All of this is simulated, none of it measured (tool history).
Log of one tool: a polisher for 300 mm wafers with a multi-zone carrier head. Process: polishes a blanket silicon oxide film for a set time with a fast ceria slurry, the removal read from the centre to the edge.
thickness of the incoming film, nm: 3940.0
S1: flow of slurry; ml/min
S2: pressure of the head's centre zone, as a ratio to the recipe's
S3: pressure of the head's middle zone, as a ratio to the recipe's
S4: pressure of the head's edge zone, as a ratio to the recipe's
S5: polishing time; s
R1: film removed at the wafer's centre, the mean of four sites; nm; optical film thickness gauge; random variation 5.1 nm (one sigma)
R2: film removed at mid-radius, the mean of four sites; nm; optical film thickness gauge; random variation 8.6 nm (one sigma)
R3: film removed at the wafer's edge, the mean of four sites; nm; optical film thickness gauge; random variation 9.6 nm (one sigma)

run 1 hour=0 | S1=125 S2=1 S3=1 S4=1 S5=65 | R1=539.17 R2=532.56 R3=564.25
run 2 hour=6.1 | S1=140 S2=1.01 S3=1.04 S4=1.05 S5=68 | R1=584.01 R2=585.48 R3=624.04
run 3 hour=10.4 | S1=155 S2=1.03 S3=1.08 S4=1.07 S5=69 | R1=621.1 R2=620.92 R3=638.2
run 4 hour=17.3 | S1=160 S2=1.03 S3=1.1 S4=1.09 S5=71 | R1=648.07 R2=658.45 R3=662.13
run 5 hour=20.7 | S1=160 S2=1.03 S3=1.04 S4=1.09 S5=71 | R1=645.68 R2=638.32 R3=657.09
run 6 hour=23.2 | S1=160 S2=1.03 S3=1.06 S4=1.11 S5=73 | R1=659.69 R2=665.05 R3=679.34
run 7 hour=28.5 | S1=160 S2=1.03 S3=1.06 S4=1.11 S5=73 | R1=670.43 R2=652.9 R3=679.51

Forecast run 8:
run 8 hour=32.5 | S1=165 S2=1.02 S3=1.08 S4=1.12 S5=74 | R1=? R2=? R3=?

{"run 8": {"R1": 682.14, "R2": 675.24, "R3": 712.91}}
